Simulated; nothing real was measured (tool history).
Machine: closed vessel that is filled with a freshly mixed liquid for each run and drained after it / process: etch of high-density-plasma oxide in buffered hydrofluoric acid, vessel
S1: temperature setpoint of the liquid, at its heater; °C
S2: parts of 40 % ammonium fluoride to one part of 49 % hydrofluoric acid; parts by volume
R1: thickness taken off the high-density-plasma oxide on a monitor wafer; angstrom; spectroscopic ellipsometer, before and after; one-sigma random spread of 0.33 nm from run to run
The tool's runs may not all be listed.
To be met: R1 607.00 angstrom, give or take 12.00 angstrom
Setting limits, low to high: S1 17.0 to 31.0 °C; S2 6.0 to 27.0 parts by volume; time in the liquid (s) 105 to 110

{"run": 1, "hour": 0.0, "S1": 23.0, "S2": 16.5, "time in the liquid (s)": 105, "R1": 898.54}
{"run": 2, "hour": 6.8, "S1": 22.0, "S2": 16.5, "time in the liquid (s)": 105, "R1": 843.26}
{"run": 3, "hour": 14.6, "S1": 25.0, "S2": 16.5, "time in the liquid (s)": 105, "R1": 1006.4}
{"run": 4, "hour": 21.4, "S1": 25.0, "S2": 16.5, "time in the liquid (s)": 105, "R1": 1009.5}
{"run": 5, "hour": 29.1, "S1": 23.5, "S2": 16.5, "time in the liquid (s)": 105, "R1": 926.09}
{"run": 6, "hour": 31.3, "S1": 23.5, "S2": 16.5, "time in the liquid (s)": 105, "R1": 928.62}
{"run": 7, "hour": 36.4, "S1": 22.5, "S2": 16.5, "time in the liquid (s)": 105, "R1": 879.23}
{"run": 8, "hour": 40.1, "S1": 21.5, "S2": 16.5, "time in the liquid (s)": 105, "R1": 826.9}
{"run": 9, "hour": 43.2, "S1": 20.5, "S2": 16.5, "time in the liquid (s)": 105, "R1": 785.96}
{"run": 10, "hour": 49.1, "S1": 20.5, "S2": 16.5, "time in the liquid (s)": 105, "R1": 782.8}
{"run": 11, "hour": 50.1, "S1": 20.0, "S2": 16.5, "time in the liquid (s)": 105, "R1": 765.29}
{"run": 12, "hour": 59.2, "S1": 17.0, "S2": 18.0, "time in the liquid (s)": 105, "R1": 592.5}

Next run, 5 choices. One meets every target within its allowed miss, the rest don't. Which?
{"run": "A", "hour": 68.3, "S1": 17.0, "S2": 18.5, "time in the liquid (s)": 110, "R1": "?"}
{"run": "B", "hour": 68.3, "S1": 18.0, "S2": 20.5, "time in the liquid (s)": 110, "R1": "?"}
{"run": "C", "hour": 68.3, "S1": 18.5, "S2": 20.0, "time in the liquid (s)": 105, "R1": "?"}
{"run": "D", "hour": 68.3, "S1": 17.0, "S2": 18.5, "time in the liquid (s)": 105, "R1": "?"}
{"run": "E", "hour": 68.3, "S1": 17.5, "S2": 19.5, "time in the liquid (s)": 110, "R1": "?"}

move=A R1=598.64
move=B R1=576.86
move=C R1=576.24
move=D R1=571.43
move=E R1=584.75
A: meets every target
B: moves away from the targets compared with the last run
C: moves away from the targets compared with the last run
D: moves away from the targets compared with the last run
E: moves away from the targets compared with the last run
Move A is the one to make.
